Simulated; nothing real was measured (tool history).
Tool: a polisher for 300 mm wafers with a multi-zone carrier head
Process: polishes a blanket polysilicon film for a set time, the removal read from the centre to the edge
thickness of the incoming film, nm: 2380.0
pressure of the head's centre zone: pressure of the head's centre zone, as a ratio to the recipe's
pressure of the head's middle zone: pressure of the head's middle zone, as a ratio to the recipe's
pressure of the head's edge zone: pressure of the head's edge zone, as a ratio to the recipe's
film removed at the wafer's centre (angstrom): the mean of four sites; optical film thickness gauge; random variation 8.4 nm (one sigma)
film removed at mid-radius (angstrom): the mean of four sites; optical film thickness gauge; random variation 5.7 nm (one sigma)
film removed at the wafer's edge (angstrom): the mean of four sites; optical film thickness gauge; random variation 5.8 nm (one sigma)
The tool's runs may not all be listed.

run	day	flow of slurry (ml/min)	pressure of the head's centre zone	pressure of the head's middle zone	pressure of the head's edge zone	polishing time (s)	film removed at the wafer's centre (angstrom)	film removed at mid-radius (angstrom)	film removed at the wafer's edge (angstrom)
1	0	215	1	1	1	55	4393	4456.2	4519.8
2	0.308	215	0.93	1	1	55	4072.3	4423.2	4492.7
3	0.538	225	0.98	1.02	1.03	57	4455.7	4644.3	4653.7
4	0.654	225	0.98	1.06	1.03	57	4603.7	4792.2	4809.4
5	0.962	230	1	1.09	1.03	58	4752.6	5082.6	4734.3
6	1.038	230	1	1.09	1.08	58	4839.3	5060.7	4955.8
7	1.229	235	1.02	1.1	1.1	59	4882.3	5195.9	4988.3
8	1.588	235	1.04	1.09	1.1	61	5178.6	5301	5283.7

The next listed run, before its measurement:
9	1.675	240	1.06	1.1	1.1	61	?	?	?

{"run 9": {"film removed at the wafer's centre (angstrom)": 5394.7, "film removed at mid-radius (angstrom)": 5393.2, "film removed at the wafer's edge (angstrom)": 5202.7}}
